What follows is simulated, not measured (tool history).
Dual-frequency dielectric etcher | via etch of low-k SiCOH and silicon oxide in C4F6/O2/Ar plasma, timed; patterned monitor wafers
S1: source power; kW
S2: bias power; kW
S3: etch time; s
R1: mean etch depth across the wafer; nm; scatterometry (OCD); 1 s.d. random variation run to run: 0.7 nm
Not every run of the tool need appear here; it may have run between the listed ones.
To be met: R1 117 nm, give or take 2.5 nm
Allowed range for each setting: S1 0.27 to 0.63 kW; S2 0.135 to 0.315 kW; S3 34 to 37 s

run,hour,S1,S2,S3,R1
1,0,0.45,0.225,37,101.61
2,3.4,0.45,0.225,34,94.217
3,8.3,0.45,0.205,34,91.784
4,13.9,0.39,0.205,34,86.876
5,21,0.39,0.227,34,89.328
6,27.4,0.39,0.208,34,87.122
7,34.7,0.45,0.225,34.5,94
8,41.4,0.49,0.246,35,98.668
9,47.3,0.53,0.264,35.5,105.93
10,52.6,0.55,0.273,36,109.42
11,57.7,0.57,0.278,36,112.25
12,58.5,0.58,0.28,36,111.62

Consider the 4 candidate settings below. Which is the only one whose results all fall within their allowed miss of target?
A,59.3,0.56,0.247,37,?
B,59.3,0.55,0.282,36,?
C,59.3,0.63,0.28,36.5,?
D,59.3,0.59,0.28,35.5,?

move,R1
A,110.63
B,110.09
C,116.63
D,110.95
A: misses by more than the last run did
B: misses by more than the last run did
C: all results in spec
D: misses by more than the last run did
C is the move that brings every result within its allowed miss.
